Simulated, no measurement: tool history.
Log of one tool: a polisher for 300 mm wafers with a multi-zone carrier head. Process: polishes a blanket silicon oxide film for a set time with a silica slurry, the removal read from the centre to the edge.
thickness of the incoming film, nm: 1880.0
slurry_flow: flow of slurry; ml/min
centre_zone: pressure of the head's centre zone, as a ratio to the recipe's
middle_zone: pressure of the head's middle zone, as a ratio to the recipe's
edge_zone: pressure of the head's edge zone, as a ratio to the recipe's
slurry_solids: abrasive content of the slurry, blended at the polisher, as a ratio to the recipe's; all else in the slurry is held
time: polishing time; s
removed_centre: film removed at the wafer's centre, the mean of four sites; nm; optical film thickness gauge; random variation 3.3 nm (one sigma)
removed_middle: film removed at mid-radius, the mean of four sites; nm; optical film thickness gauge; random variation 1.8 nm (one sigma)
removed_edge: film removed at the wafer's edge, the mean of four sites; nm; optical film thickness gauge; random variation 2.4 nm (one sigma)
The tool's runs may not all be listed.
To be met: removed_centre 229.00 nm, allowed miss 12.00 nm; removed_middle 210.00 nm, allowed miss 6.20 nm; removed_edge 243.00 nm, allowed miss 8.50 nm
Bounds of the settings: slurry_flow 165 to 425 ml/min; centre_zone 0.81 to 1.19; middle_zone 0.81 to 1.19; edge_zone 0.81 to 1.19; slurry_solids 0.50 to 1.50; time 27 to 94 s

run 1 day=0.000 | slurry_flow=275 centre_zone=1.00 middle_zone=1.00 edge_zone=1.00 slurry_solids=1.00 time=60 | removed_centre=209.76 removed_middle=201.41 removed_edge=206.49
run 2 day=0.225 | slurry_flow=280 centre_zone=1.00 middle_zone=0.99 edge_zone=1.05 slurry_solids=1.05 time=60 | removed_centre=210.15 removed_middle=201.54 removed_edge=214.03
run 3 day=0.533 | slurry_flow=280 centre_zone=0.95 middle_zone=0.99 edge_zone=1.05 slurry_solids=1.05 time=60 | removed_centre=197.16 removed_middle=206.12 removed_edge=216.60
run 4 day=0.692 | slurry_flow=280 centre_zone=0.95 middle_zone=0.99 edge_zone=1.11 slurry_solids=1.05 time=60 | removed_centre=198.53 removed_middle=209.25 removed_edge=216.54
run 5 day=0.942 | slurry_flow=285 centre_zone=0.96 middle_zone=0.96 edge_zone=1.11 slurry_solids=1.10 time=60 | removed_centre=206.04 removed_middle=202.97 removed_edge=220.27
run 6 day=1.242 | slurry_flow=245 centre_zone=0.96 middle_zone=0.96 edge_zone=1.11 slurry_solids=1.10 time=60 | removed_centre=205.03 removed_middle=201.67 removed_edge=218.96
run 7 day=1.429 | slurry_flow=245 centre_zone=0.96 middle_zone=0.95 edge_zone=1.12 slurry_solids=1.15 time=60 | removed_centre=207.93 removed_middle=201.30 removed_edge=224.52
run 8 day=1.492 | slurry_flow=250 centre_zone=0.97 middle_zone=0.95 edge_zone=1.12 slurry_solids=1.20 time=60 | removed_centre=209.54 removed_middle=205.59 removed_edge=229.77
run 9 day=1.571 | slurry_flow=250 centre_zone=0.99 middle_zone=0.95 edge_zone=1.12 slurry_solids=1.25 time=60 | removed_centre=215.15 removed_middle=208.56 removed_edge=234.16
run 10 day=1.917 | slurry_flow=250 centre_zone=1.00 middle_zone=0.95 edge_zone=1.12 slurry_solids=1.30 time=60 | removed_centre=221.45 removed_middle=208.26 removed_edge=231.51

5 next moves are on the table. One of them brings every result within its allowed miss. Which?
run A day=2.262 | slurry_flow=235 centre_zone=0.99 middle_zone=0.83 edge_zone=1.14 slurry_solids=1.35 time=61 | removed_centre=? removed_middle=? removed_edge=?
run B day=2.262 | slurry_flow=270 centre_zone=0.99 middle_zone=0.92 edge_zone=1.11 slurry_solids=1.30 time=58 | removed_centre=? removed_middle=? removed_edge=?
run C day=2.262 | slurry_flow=225 centre_zone=1.14 middle_zone=1.03 edge_zone=1.09 slurry_solids=1.40 time=55 | removed_centre=? removed_middle=? removed_edge=?
run D day=2.262 | slurry_flow=250 centre_zone=1.01 middle_zone=0.98 edge_zone=1.09 slurry_solids=1.35 time=56 | removed_centre=? removed_middle=? removed_edge=?
run E day=2.262 | slurry_flow=245 centre_zone=0.98 middle_zone=0.90 edge_zone=1.09 slurry_solids=1.40 time=62 | removed_centre=? removed_middle=? removed_edge=?

move=A removed_centre=228.51 removed_middle=193.52 removed_edge=242.36
move=B removed_centre=217.73 removed_middle=200.38 removed_edge=227.14
move=C removed_centre=239.44 removed_middle=210.24 removed_edge=215.88
move=D removed_centre=215.54 removed_middle=205.01 removed_edge=219.05
move=E removed_centre=233.48 removed_middle=213.39 removed_edge=245.15
A: brings the result that was furthest off to its target, and leaves another outside
B: further off than the last run
C: further off than the last run
D: further off than the last run
E: meets every target
The right move is E.

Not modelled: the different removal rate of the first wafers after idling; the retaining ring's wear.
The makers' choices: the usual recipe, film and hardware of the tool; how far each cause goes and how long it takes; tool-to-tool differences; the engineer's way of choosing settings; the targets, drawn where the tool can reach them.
